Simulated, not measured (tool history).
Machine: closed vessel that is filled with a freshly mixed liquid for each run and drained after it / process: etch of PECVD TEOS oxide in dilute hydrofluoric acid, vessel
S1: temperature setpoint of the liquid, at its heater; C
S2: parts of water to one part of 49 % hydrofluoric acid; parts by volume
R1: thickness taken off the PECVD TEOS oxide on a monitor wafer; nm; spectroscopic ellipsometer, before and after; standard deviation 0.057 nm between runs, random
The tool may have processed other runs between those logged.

run 1 hour=0.0 | S1=21.0 S2=120 time_in_the_liquid_(s)=115 | R1=10.5630
run 2 hour=4.7 | S1=20.5 S2=125 time_in_the_liquid_(s)=115 | R1=9.8873
run 3 hour=9.9 | S1=20.0 S2=125 time_in_the_liquid_(s)=115 | R1=9.7549
run 4 hour=14.9 | S1=19.5 S2=125 time_in_the_liquid_(s)=115 | R1=9.6008
run 5 hour=20.6 | S1=19.0 S2=130 time_in_the_liquid_(s)=115 | R1=8.7537
run 6 hour=26.3 | S1=20.5 S2=130 time_in_the_liquid_(s)=115 | R1=9.4102
run 7 hour=31.7 | S1=20.0 S2=130 time_in_the_liquid_(s)=115 | R1=9.2953
run 8 hour=33.6 | S1=19.5 S2=130 time_in_the_liquid_(s)=115 | R1=9.1096
run 9 hour=41.8 | S1=19.0 S2=130 time_in_the_liquid_(s)=115 | R1=8.8762

Run 10, settings as shown, results not yet in. Your forecast:
run 10 hour=44.6 | S1=18.5 S2=130 time_in_the_liquid_(s)=115 | R1=?

{"run 10": {"R1": 8.803}}
